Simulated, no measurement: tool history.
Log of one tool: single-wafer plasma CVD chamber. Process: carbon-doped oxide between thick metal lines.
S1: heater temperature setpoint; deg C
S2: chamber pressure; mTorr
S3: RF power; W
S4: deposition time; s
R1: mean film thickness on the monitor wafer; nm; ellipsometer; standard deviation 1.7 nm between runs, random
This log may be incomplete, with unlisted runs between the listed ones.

{"run": 1, "day": 0.0, "S1": 345, "S2": 3930, "S3": 560, "S4": 146, "R1": 791.66}
{"run": 2, "day": 0.204, "S1": 345, "S2": 3930, "S3": 595, "S4": 146, "R1": 817.84}
{"run": 3, "day": 0.325, "S1": 346, "S2": 3770, "S3": 550, "S4": 144, "R1": 767.54}
{"run": 4, "day": 0.538, "S1": 346, "S2": 3490, "S3": 550, "S4": 144, "R1": 757.06}
{"run": 5, "day": 0.883, "S1": 346, "S2": 3490, "S3": 490, "S4": 144, "R1": 716.4}
{"run": 6, "day": 1.225, "S1": 346, "S2": 3490, "S3": 540, "S4": 144, "R1": 748.66}
{"run": 7, "day": 1.542, "S1": 347, "S2": 3260, "S3": 520, "S4": 143, "R1": 727.01}

Predict the results of run 8:
{"run": 8, "day": 1.596, "S1": 348, "S2": 3170, "S3": 500, "S4": 142, "R1": "?"}

Run 8 came out at R1 698.40 nm.

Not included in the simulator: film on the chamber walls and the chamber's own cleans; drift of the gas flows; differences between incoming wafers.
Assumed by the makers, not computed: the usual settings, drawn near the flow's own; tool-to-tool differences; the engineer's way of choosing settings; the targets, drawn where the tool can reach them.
